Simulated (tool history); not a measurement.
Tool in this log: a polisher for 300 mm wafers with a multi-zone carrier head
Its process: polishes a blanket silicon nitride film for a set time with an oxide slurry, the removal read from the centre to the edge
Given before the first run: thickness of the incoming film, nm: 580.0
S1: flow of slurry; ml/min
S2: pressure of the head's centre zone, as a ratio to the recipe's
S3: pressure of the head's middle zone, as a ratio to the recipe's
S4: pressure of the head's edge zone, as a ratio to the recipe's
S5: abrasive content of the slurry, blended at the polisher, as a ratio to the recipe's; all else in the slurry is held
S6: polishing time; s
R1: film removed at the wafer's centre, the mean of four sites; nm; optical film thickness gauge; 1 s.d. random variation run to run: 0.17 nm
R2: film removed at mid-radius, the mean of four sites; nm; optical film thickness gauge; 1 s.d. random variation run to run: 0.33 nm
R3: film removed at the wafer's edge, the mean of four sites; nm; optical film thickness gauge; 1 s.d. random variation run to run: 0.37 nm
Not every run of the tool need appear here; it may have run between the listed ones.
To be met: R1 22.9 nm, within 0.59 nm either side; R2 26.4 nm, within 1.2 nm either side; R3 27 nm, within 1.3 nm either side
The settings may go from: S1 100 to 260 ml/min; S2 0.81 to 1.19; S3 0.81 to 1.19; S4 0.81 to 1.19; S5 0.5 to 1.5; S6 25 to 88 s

Run 1, hour 0: S1 165 ml/min, S2 1, S3 1, S4 1, S5 1, S6 56 s. Result: R1 38.069 nm, R2 37.979 nm, R3 38.199 nm.
Run 2, hour 4.7: S1 155 ml/min, S2 0.96, S3 0.99, S4 0.98, S5 0.85, S6 55 s. Result: R1 32.892 nm, R2 33.975 nm, R3 34.526 nm.
Run 3, hour 12.8: S1 155 ml/min, S2 1.01, S3 0.99, S4 0.98, S5 0.85, S6 55 s. Result: R1 35.233 nm, R2 34.686 nm, R3 33.311 nm.
Run 4, hour 20.3: S1 155 ml/min, S2 0.98, S3 0.99, S4 0.98, S5 0.85, S6 55 s. Result: R1 33.68 nm, R2 33.319 nm, R3 33.986 nm.
Run 5, hour 29.2: S1 155 ml/min, S2 0.9, S3 0.99, S4 0.98, S5 0.85, S6 55 s. Result: R1 31.196 nm, R2 34.584 nm, R3 34.803 nm.
Run 6, hour 35.3: S1 145 ml/min, S2 0.88, S3 0.98, S4 0.97, S5 0.75, S6 55 s. Result: R1 28.392 nm, R2 31.48 nm, R3 32.217 nm.
Run 7, hour 37.3: S1 135 ml/min, S2 0.86, S3 0.97, S4 0.95, S5 0.7, S6 55 s. Result: R1 26.293 nm, R2 29.534 nm, R3 29.833 nm.
Run 8, hour 42.1: S1 125 ml/min, S2 0.85, S3 0.96, S4 0.94, S5 0.7, S6 55 s. Result: R1 25.717 nm, R2 28.951 nm, R3 29.979 nm.
Run 9, hour 46.5: S1 125 ml/min, S2 0.82, S3 0.95, S4 0.88, S5 0.5, S6 55 s. Result: R1 20.658 nm, R2 23.967 nm, R3 24.517 nm.
Run 10, hour 49.8: S1 140 ml/min, S2 0.82, S3 0.95, S4 0.9, S5 0.5, S6 55 s. Result: R1 21.383 nm, R2 24.819 nm, R3 25.261 nm.
Run 11, hour 50.4: S1 175 ml/min, S2 0.82, S3 0.95, S4 0.96, S5 0.5, S6 55 s. Result: R1 22.019 nm, R2 25.327 nm, R3 26.767 nm.

Exercise: of the 5 proposed moves below, exactly one satisfies all targets within the stated allowed misses. Which move is it?
Run A, hour 51: S1 200 ml/min, S2 0.84, S3 1.14, S4 0.86, S5 0.55, S6 48 s. Result: R1 ?, R2 ?, R3 ?.
Run B, hour 51: S1 190 ml/min, S2 0.88, S3 1.03, S4 1.11, S5 0.5, S6 53 s. Result: R1 ?, R2 ?, R3 ?.
Run C, hour 51: S1 190 ml/min, S2 0.83, S3 1.03, S4 0.9, S5 0.8, S6 40 s. Result: R1 ?, R2 ?, R3 ?.
Run D, hour 51: S1 135 ml/min, S2 0.81, S3 0.99, S4 1.03, S5 0.55, S6 53 s. Result: R1 ?, R2 ?, R3 ?.
Run E, hour 51: S1 160 ml/min, S2 0.82, S3 0.81, S4 0.95, S5 0.5, S6 57 s. Result: R1 ?, R2 ?, R3 ?.

move      R1      R2      R3
   A  21.307  28.347   23.36
   B    23.2  27.085  27.451
   C  21.044  26.076  23.941
   D  21.107  26.137  26.801
   E  22.528   23.37  26.975
A: its largest miss is bigger than the last run's
B: each result inside its tolerance
C: its largest miss is bigger than the last run's
D: its largest miss is bigger than the last run's
E: meets the target for the result that was furthest off, but another lies outside its allowed miss
The right move is B.
